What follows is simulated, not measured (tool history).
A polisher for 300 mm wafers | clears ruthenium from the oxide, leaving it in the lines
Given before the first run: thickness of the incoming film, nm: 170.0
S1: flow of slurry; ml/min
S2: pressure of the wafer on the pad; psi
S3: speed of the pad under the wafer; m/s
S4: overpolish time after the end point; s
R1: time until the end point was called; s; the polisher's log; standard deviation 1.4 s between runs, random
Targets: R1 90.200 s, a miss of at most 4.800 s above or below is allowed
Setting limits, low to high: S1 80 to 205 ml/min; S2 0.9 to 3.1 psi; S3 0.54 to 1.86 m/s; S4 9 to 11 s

Run 1, hour 0.0: S1 135 ml/min, S2 2.0 psi, S3 1.18 m/s, S4 11 s. Result: R1 125.450 s.
Run 2, hour 1.0: S1 105 ml/min, S2 2.0 psi, S3 1.18 m/s, S4 11 s. Result: R1 136.870 s.
Run 3, hour 7.3: S1 135 ml/min, S2 2.0 psi, S3 1.18 m/s, S4 11 s. Result: R1 129.010 s.
Run 4, hour 11.0: S1 140 ml/min, S2 2.1 psi, S3 1.18 m/s, S4 11 s. Result: R1 121.450 s.
Run 5, hour 17.7: S1 125 ml/min, S2 2.1 psi, S3 1.18 m/s, S4 11 s. Result: R1 123.860 s.
At hour 23.0: slurry nozzle cleaned.
Run 6, hour 23.0: S1 125 ml/min, S2 2.1 psi, S3 1.00 m/s, S4 11 s. Result: R1 134.050 s.
Run 7, hour 29.5: S1 130 ml/min, S2 2.2 psi, S3 1.02 m/s, S4 11 s. Result: R1 127.460 s.
Run 8, hour 37.0: S1 135 ml/min, S2 2.3 psi, S3 1.04 m/s, S4 11 s. Result: R1 113.810 s.
Run 9, hour 44.8: S1 140 ml/min, S2 2.4 psi, S3 1.04 m/s, S4 11 s. Result: R1 108.570 s.
Run 10, hour 53.7: S1 145 ml/min, S2 2.5 psi, S3 1.04 m/s, S4 11 s. Result: R1 103.170 s.

Pick the move, out of 5, that brings all results within their allowed miss; only one does.
Run A, hour 62.6: S1 100 ml/min, S2 2.3 psi, S3 1.12 m/s, S4 11 s. Result: R1 ?.
Run B, hour 62.6: S1 110 ml/min, S2 2.7 psi, S3 0.96 m/s, S4 10 s. Result: R1 ?.
Run C, hour 62.6: S1 160 ml/min, S2 3.0 psi, S3 0.70 m/s, S4 11 s. Result: R1 ?.
Run D, hour 62.6: S1 145 ml/min, S2 2.3 psi, S3 0.98 m/s, S4 11 s. Result: R1 ?.
Run E, hour 62.6: S1 125 ml/min, S2 3.0 psi, S3 1.06 m/s, S4 11 s. Result: R1 ?.

move       R1
   A  114.410
   B  110.890
   C  125.460
   D  119.750
   E   88.318
A: its largest miss is bigger than the last run's
B: its largest miss is bigger than the last run's
C: its largest miss is bigger than the last run's
D: its largest miss is bigger than the last run's
E: every result lands within tolerance
The right move is E.

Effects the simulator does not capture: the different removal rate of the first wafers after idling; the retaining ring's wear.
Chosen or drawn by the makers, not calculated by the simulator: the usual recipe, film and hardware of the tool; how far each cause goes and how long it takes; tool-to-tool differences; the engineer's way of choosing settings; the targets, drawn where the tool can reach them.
